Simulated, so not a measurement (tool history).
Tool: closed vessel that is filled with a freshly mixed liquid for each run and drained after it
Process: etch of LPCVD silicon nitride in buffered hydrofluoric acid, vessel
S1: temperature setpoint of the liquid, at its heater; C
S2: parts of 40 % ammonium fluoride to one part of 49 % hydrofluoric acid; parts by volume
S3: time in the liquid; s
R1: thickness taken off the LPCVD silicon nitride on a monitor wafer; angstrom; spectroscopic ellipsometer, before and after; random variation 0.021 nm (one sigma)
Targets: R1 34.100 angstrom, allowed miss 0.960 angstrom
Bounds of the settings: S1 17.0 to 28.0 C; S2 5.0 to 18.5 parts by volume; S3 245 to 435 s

Run 1, day 0.000: S1 20.0 C, S2 11.5 parts by volume, S3 435 s. Result: R1 46.479 angstrom.
Run 2, day 0.212: S1 20.0 C, S2 11.5 parts by volume, S3 245 s. Result: R1 25.811 angstrom.
Run 3, day 0.396: S1 21.0 C, S2 11.5 parts by volume, S3 245 s. Result: R1 27.697 angstrom.
Run 4, day 0.567: S1 21.0 C, S2 11.5 parts by volume, S3 435 s. Result: R1 48.834 angstrom.
Run 5, day 0.633: S1 21.0 C, S2 8.5 parts by volume, S3 435 s. Result: R1 63.756 angstrom.
Run 6, day 0.854: S1 20.0 C, S2 9.0 parts by volume, S3 435 s. Result: R1 55.835 angstrom.
Run 7, day 1.212: S1 19.5 C, S2 9.5 parts by volume, S3 435 s. Result: R1 53.604 angstrom.
Run 8, day 1.442: S1 19.0 C, S2 10.0 parts by volume, S3 435 s. Result: R1 50.648 angstrom.
Run 9, day 1.658: S1 19.0 C, S2 10.5 parts by volume, S3 435 s. Result: R1 47.985 angstrom.
Run 10, day 2.021: S1 19.0 C, S2 11.0 parts by volume, S3 435 s. Result: R1 46.257 angstrom.
Run 11, day 2.258: S1 19.0 C, S2 11.5 parts by volume, S3 435 s. Result: R1 43.711 angstrom.
Run 12, day 2.562: S1 19.0 C, S2 12.0 parts by volume, S3 435 s. Result: R1 41.488 angstrom.
Run 13, day 2.621: S1 19.0 C, S2 12.5 parts by volume, S3 435 s. Result: R1 40.713 angstrom.

Which of these 5 next moves meets every target?
Run A, day 2.679: S1 18.0 C, S2 12.0 parts by volume, S3 355 s. Result: R1 ?.
Run B, day 2.679: S1 18.0 C, S2 12.0 parts by volume, S3 370 s. Result: R1 ?.
Run C, day 2.679: S1 18.0 C, S2 12.5 parts by volume, S3 360 s. Result: R1 ?.
Run D, day 2.679: S1 17.5 C, S2 12.5 parts by volume, S3 370 s. Result: R1 ?.
Run E, day 2.679: S1 19.5 C, S2 13.0 parts by volume, S3 350 s. Result: R1 ?.

move      R1
   A  32.351
   B  33.718
   C  31.521
   D  31.488
   E  32.098
A: takes the result that was furthest off past its target
B: meets every target
C: takes the result that was furthest off past its target
D: takes the result that was furthest off past its target
E: takes the result that was furthest off past its target
Move B is the one to make.
